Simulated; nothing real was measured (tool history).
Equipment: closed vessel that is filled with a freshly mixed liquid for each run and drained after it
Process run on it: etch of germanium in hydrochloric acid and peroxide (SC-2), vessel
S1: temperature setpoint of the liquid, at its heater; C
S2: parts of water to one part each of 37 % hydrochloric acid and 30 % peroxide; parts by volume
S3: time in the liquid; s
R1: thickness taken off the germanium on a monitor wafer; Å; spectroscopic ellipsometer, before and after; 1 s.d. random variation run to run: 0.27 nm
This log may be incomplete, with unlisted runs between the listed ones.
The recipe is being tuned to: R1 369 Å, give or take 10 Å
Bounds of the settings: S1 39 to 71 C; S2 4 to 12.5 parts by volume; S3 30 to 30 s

run 1 hour=0 | S1=55 S2=7 S3=30 | R1=534.15
run 2 hour=2.1 | S1=55 S2=4.5 S3=30 | R1=544.5
run 3 hour=8.6 | S1=55 S2=4.5 S3=30 | R1=545.35
run 4 hour=15.9 | S1=53 S2=4.5 S3=30 | R1=514.06
run 5 hour=17.5 | S1=57.5 S2=4.5 S3=30 | R1=596.8
run 6 hour=19 | S1=57.5 S2=5.5 S3=30 | R1=587.23
run 7 hour=20.4 | S1=55 S2=5.5 S3=30 | R1=535.6
run 8 hour=28 | S1=53 S2=5.5 S3=30 | R1=510.37
run 9 hour=34.4 | S1=51 S2=5.5 S3=30 | R1=479.57
run 10 hour=43.3 | S1=49.5 S2=5.5 S3=30 | R1=451.88
run 11 hour=51.8 | S1=48.5 S2=5.5 S3=30 | R1=432.79
run 12 hour=56.1 | S1=47.5 S2=5.5 S3=30 | R1=424.66
run 13 hour=57.3 | S1=47 S2=5.5 S3=30 | R1=422.29
run 14 hour=62.2 | S1=46.5 S2=5.5 S3=30 | R1=412.97
run 15 hour=66.8 | S1=46 S2=5.5 S3=30 | R1=405.08

Which single option among these 4 for the next run brings every result within its allowed miss of target? Just one does.
run A hour=71.4 | S1=45.5 S2=4.5 S3=30 | R1=?
run B hour=71.4 | S1=45 S2=4 S3=30 | R1=?
run C hour=71.4 | S1=45 S2=4.5 S3=30 | R1=?
run D hour=71.4 | S1=43.5 S2=7 S3=30 | R1=?

move=A R1=398.06
move=B R1=391.87
move=C R1=391.48
move=D R1=367.63
A: better than the last run, though not everything is in spec
B: better than the last run, though not everything is in spec
C: better than the last run, though not everything is in spec
D: in spec on every target
D is the move that brings every result within its allowed miss.
